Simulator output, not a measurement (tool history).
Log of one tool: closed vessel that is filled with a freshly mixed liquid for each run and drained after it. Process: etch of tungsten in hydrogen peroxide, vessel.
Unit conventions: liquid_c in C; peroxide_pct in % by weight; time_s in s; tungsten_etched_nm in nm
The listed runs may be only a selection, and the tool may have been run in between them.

{"run": 1, "hour": 0.0, "liquid_c": 57.0, "peroxide_pct": 20.5, "time_s": 90, "tungsten_etched_nm": 403.5}
{"run": 2, "hour": 7.4, "liquid_c": 57.0, "peroxide_pct": 20.5, "time_s": 90, "tungsten_etched_nm": 396.85}
{"run": 3, "hour": 12.8, "liquid_c": 60.0, "peroxide_pct": 20.5, "time_s": 90, "tungsten_etched_nm": 474.75}
{"run": 4, "hour": 21.0, "liquid_c": 60.5, "peroxide_pct": 20.5, "time_s": 90, "tungsten_etched_nm": 491.24}
{"run": 5, "hour": 25.1, "liquid_c": 60.5, "peroxide_pct": 20.5, "time_s": 90, "tungsten_etched_nm": 490.38}
{"run": 6, "hour": 32.2, "liquid_c": 61.0, "peroxide_pct": 20.5, "time_s": 90, "tungsten_etched_nm": 506.46}
{"run": 7, "hour": 36.1, "liquid_c": 61.5, "peroxide_pct": 20.5, "time_s": 90, "tungsten_etched_nm": 522.36}

Run 8 is up next; what results do you expect?
{"run": 8, "hour": 44.2, "liquid_c": 62.0, "peroxide_pct": 20.5, "time_s": 90, "tungsten_etched_nm": "?"}

tungsten_etched_nm: 537.49 nm
